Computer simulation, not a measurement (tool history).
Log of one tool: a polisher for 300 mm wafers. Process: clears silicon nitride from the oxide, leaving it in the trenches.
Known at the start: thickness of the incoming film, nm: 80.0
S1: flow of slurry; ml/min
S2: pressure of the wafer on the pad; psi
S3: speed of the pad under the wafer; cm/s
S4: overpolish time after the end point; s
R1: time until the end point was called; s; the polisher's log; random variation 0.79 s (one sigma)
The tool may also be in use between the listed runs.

run 1 hour=0 | S1=130 S2=1.9 S3=120 S4=5 | R1=125.12
run 2 hour=4.6 | S1=130 S2=1.9 S3=120 S4=5 | R1=123.61
run 3 hour=12.4 | S1=135 S2=2.1 S3=120 S4=5 | R1=111.82
run 4 hour=18.7 | S1=135 S2=1.6 S3=120 S4=5 | R1=145.59
run 5 hour=22 | S1=140 S2=1.8 S3=120 S4=5 | R1=128.96
run 6 hour=23.3 | S1=145 S2=2 S3=120 S4=5 | R1=114.25
run 7 hour=25.1 | S1=150 S2=2.1 S3=120 S4=5 | R1=110.09
run 8 hour=27.9 | S1=150 S2=2.7 S3=122 S4=5 | R1=85.347
run 9 hour=34.3 | S1=155 S2=2.7 S3=122 S4=5 | R1=84.443

Run 10 comes next. What will it give?
run 10 hour=35.1 | S1=160 S2=2.8 S3=122 S4=5 | R1=?

R1: 81.166 s
